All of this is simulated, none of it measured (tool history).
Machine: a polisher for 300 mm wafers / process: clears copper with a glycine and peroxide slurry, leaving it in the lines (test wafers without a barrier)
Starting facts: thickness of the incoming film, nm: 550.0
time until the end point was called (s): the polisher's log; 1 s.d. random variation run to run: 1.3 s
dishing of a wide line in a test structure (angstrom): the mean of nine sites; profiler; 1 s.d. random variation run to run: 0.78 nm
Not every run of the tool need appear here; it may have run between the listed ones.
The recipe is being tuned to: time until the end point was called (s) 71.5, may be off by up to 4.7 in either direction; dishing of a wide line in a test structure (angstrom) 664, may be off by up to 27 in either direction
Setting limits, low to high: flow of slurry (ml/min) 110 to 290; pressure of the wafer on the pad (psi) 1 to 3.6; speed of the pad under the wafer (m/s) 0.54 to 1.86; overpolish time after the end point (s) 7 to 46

| run | hour | flow of slurry (ml/min) | pressure of the wafer on the pad (psi) | speed of the pad under the wafer (m/s) | overpolish time after the end point (s) | time until the end point was called (s) | dishing of a wide line in a test structure (angstrom) |
|---|---|---|---|---|---|---|---|
| 1 | 0 | 185 | 2.3 | 1.18 | 24 | 111.22 | 543.54 |
| 2 | 4.8 | 185 | 2.3 | 1.18 | 17 | 110.36 | 462.78 |
| 3 | 10.4 | 170 | 2.3 | 1.18 | 17 | 109.47 | 448.57 |
| 4 | 17.2 | 175 | 2.4 | 1.18 | 17 | 107.43 | 452.66 |
| 5 | 21 | 175 | 2.4 | 1.18 | 27 | 112.54 | 589.98 |
| 6 | 29.5 | 180 | 2.5 | 1.2 | 26 | 105.08 | 589.67 |
| 7 | 32.6 | 185 | 2.6 | 1.22 | 26 | 98.621 | 604.84 |
| 8 | 33.7 | 190 | 2.7 | 1.22 | 26 | 99.455 | 599.24 |
|  | 37.5 | worn pad replaced by a new one |
| 9 | 37.5 | 190 | 2.8 | 1.24 | 26 | 89.174 | 638.91 |
| 10 | 41.1 | 195 | 3.3 | 1.28 | 21 | 78.339 | 623.49 |
| 11 | 46.2 | 195 | 3.5 | 1.3 | 21 | 74.977 | 636.16 |

Consider the 5 candidate settings below. Which is the only one whose results all fall within their allowed miss of target?
| A | 51.3 | 185 | 3.5 | 1.38 | 18 | ? | ? |
| B | 51.3 | 180 | 3.3 | 1.52 | 17 | ? | ? |
| C | 51.3 | 160 | 3.5 | 1.44 | 18 | ? | ? |
| D | 51.3 | 130 | 3.6 | 1.38 | 23 | ? | ? |
| E | 51.3 | 130 | 3.6 | 1.5 | 18 | ? | ? |

| move | time until the end point was called (s) | dishing of a wide line in a test structure (angstrom) |
|---|---|---|
| A | 73.728 | 602.14 |
| B | 71.76 | 589.83 |
| C | 72.564 | 605.63 |
| D | 74.717 | 665.51 |
| E | 70.644 | 612.95 |
A: lands further from the targets than the last run did
B: lands further from the targets than the last run did
C: lands further from the targets than the last run did
D: every result within its allowed miss
E: lands further from the targets than the last run did
So the answer is move D, the one that meets all the targets.
